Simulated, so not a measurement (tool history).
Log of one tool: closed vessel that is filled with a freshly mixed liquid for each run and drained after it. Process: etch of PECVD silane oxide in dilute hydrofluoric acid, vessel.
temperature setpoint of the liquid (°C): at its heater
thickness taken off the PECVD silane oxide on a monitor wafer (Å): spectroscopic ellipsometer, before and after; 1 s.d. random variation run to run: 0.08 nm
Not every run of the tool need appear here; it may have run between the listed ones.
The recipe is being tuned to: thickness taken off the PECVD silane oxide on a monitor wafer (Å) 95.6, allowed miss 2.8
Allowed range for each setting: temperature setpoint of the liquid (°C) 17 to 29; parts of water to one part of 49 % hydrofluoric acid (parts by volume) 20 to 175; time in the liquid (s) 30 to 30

run  hour  temperature setpoint of the liquid (°C)  parts of water to one part of 49 % hydrofluoric acid (parts by volume)  time in the liquid (s)  thickness taken off the PECVD silane oxide on a monitor wafer (Å)
  1     0                                       21                                                                      95                      30                                                             69.014
  2   3.2                                     19.5                                                                      95                      30                                                             64.369
  3  10.9                                     21.5                                                                      95                      30                                                              70.17
  4    16                                     21.5                                                                      95                      30                                                             70.524
  5  19.4                                     21.5                                                                     125                      30                                                             51.235
  6  20.4                                     21.5                                                                     145                      30                                                             42.694
  7  27.6                                     21.5                                                                     145                      30                                                             43.502
  8  28.8                                     23.5                                                                     130                      30                                                             53.969
  9  36.7                                       25                                                                     120                      30                                                             62.553
 10    40                                       26                                                                     110                      30                                                             70.992
 11  46.3                                     26.5                                                                     105                      30                                                             77.371
 12  47.3                                       27                                                                     100                      30                                                             82.597
 13  55.8                                       29                                                                      90                      30                                                             99.748

Of the 5 settings listed for the next run, only one would bring every result within its allowed miss of target. Which one?
  A  64.3                                       29                                                                     100                      30                                                                  ?
  B  64.3                                     28.5                                                                      85                      30                                                                  ?
  C  64.3                                       28                                                                      85                      30                                                                  ?
  D  64.3                                     27.5                                                                      90                      30                                                                  ?
  E  64.3                                       26                                                                      80                      30                                                                  ?

move  thickness taken off the PECVD silane oxide on a monitor wafer (Å)
   A                                                             89.732
   B                                                             105.75
   C                                                             103.73
   D                                                             95.438
   E                                                             102.62
A: the result that was furthest off in the last run now lies on the other side of its target
B: lands further from the targets than the last run did
C: lands further from the targets than the last run did
D: every result within its allowed miss
E: lands further from the targets than the last run did
Correct choice: D, which meets every target
